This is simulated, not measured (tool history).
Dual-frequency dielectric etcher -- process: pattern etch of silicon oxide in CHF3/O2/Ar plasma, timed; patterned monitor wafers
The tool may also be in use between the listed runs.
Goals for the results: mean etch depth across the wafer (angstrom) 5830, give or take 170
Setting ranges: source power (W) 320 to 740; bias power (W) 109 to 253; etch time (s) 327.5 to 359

| run | day | source power (W) | bias power (W) | etch time (s) | mean etch depth across the wafer (angstrom) |
|---|---|---|---|---|---|
| 1 | 0 | 530 | 181 | 359 | 6946.3 |
| 2 | 0.321 | 530 | 204 | 359 | 7224.8 |
| 3 | 0.571 | 510 | 199 | 356 | 7032.1 |
| 4 | 0.808 | 510 | 199 | 359 | 7063.4 |
| 5 | 1.075 | 580 | 199 | 359 | 7399.3 |
| 6 | 1.275 | 560 | 193 | 355.5 | 7220.8 |
| 7 | 1.308 | 540 | 188 | 353 | 7035.7 |
| 8 | 1.579 | 520 | 184 | 350 | 6807.7 |
| 9 | 1.708 | 500 | 181 | 349 | 6515.2 |
| 10 | 1.929 | 490 | 180 | 349 | 6514.8 |
| 11 | 2.012 | 480 | 179 | 348.5 | 6419.1 |
| 12 | 2.358 | 380 | 164 | 343.5 | 5495.7 |
| 13 | 2.688 | 380 | 164 | 343.5 | 5518.9 |
| 14 | 2.812 | 390 | 164 | 343.5 | 5569.6 |

5 candidate next runs follow, results not yet known. Just one meets every target within its allowed miss. Identify it.
| A | 2.938 | 370 | 164 | 339 | ? |
| B | 2.938 | 350 | 166 | 350 | ? |
| C | 2.938 | 400 | 157 | 327.5 | ? |
| D | 2.938 | 390 | 164 | 333.5 | ? |
| E | 2.938 | 400 | 160 | 359 | ? |

| move | mean etch depth across the wafer (angstrom) |
|---|---|
| A | 5386.1 |
| B | 5441.5 |
| C | 5312.1 |
| D | 5429.6 |
| E | 5861.9 |
A: further off than the last run
B: further off than the last run
C: further off than the last run
D: further off than the last run
E: hits every target within its allowed miss
E is the move that brings every result within its allowed miss.
